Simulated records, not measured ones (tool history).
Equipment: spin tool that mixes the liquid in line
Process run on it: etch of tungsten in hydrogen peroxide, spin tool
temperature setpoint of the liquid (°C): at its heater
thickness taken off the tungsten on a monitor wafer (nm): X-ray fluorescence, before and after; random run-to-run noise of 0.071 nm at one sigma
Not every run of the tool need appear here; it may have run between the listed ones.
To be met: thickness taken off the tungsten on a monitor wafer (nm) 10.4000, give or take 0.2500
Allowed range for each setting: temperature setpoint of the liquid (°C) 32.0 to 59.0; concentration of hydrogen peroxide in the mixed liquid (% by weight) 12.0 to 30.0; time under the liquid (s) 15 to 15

run  hour  temperature setpoint of the liquid (°C)  concentration of hydrogen peroxide in the mixed liquid (% by weight)  time under the liquid (s)  thickness taken off the tungsten on a monitor wafer (nm)
  1   0.0                                     43.0                                                                  22.5                         15                                                   14.6130
  2   7.1                                     42.0                                                                  22.5                         15                                                   13.5060
  3  14.6                                     42.0                                                                  22.5                         15                                                   13.6780
  4  19.0                                     42.0                                                                  22.5                         15                                                   13.6900
  5  21.9                                     37.0                                                                  22.5                         15                                                    9.9031
  6  27.9                                     41.5                                                                  22.5                         15                                                   13.3720
  7  32.3                                     41.5                                                                  22.5                         15                                                   13.2520
  8  39.7                                     37.0                                                                  22.5                         15                                                    9.7499

Consider the 4 candidate settings below. Which is the only one whose results all fall within their allowed miss of target?
  A  47.1                                     35.0                                                                  25.0                         15                                                         ?
  B  47.1                                     36.0                                                                  23.0                         15                                                         ?
  C  47.1                                     37.0                                                                  19.5                         15                                                         ?
  D  47.1                                     37.0                                                                  24.5                         15                                                         ?

move  thickness taken off the tungsten on a monitor wafer (nm)
   A                                                    9.1122
   B                                                    9.3522
   C                                                    9.2103
   D                                                   10.3240
A: its largest miss is bigger than the last run's
B: its largest miss is bigger than the last run's
C: its largest miss is bigger than the last run's
D: every result within its allowed miss
Go with D: it meets all targets.
